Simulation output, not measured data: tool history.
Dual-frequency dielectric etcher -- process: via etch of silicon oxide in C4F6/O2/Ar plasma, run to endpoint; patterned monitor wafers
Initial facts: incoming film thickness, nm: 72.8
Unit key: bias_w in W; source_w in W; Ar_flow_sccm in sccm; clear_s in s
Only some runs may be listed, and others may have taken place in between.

run,hour,bias_w,source_w,Ar_flow_sccm,clear_s
1,0,434,330,218,18.515
2,5.3,434,330,194,18.304
3,9.7,434,330,208,18.54
4,18.6,488,330,208,17.529
5,24.7,516,330,208,17.11
6,32.9,516,330,194,16.771
7,34,516,330,194,16.917
8,39.5,533,330,194,16.703

Run 9, settings as shown, results not yet in. Your forecast:
9,45.7,547,330,194,?

{"run 9": {"clear_s": 16.515}}
